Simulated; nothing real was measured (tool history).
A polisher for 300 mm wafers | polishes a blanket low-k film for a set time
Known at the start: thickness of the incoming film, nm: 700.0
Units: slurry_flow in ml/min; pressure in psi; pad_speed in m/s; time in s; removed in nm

run	hour	slurry_flow	pressure	pad_speed	slurry_solids	time	removed
1	0	290	2.2	0.9	1	21	7.6334
2	3.9	290	2.2	0.9	1	19	7.0979
3	7.4	290	2.7	0.9	1	19	8.5316
4	8.4	290	2.5	0.9	1	19	7.8638
5	10	290	2.5	0.9	1	19	7.992
6	17.5	290	2.5	1.12	1	19	9.5098
7	21.1	290	2.3	1.12	1	19	8.9515
8	23.8	290	2.1	1.12	1	19	8.0935
9	26.6	290	2	1.12	1	19	7.6689

Run 10 comes next. What will it give?
10	32.8	290	1.9	1.12	1	19	?

{"run 10": {"removed": 7.2222}}

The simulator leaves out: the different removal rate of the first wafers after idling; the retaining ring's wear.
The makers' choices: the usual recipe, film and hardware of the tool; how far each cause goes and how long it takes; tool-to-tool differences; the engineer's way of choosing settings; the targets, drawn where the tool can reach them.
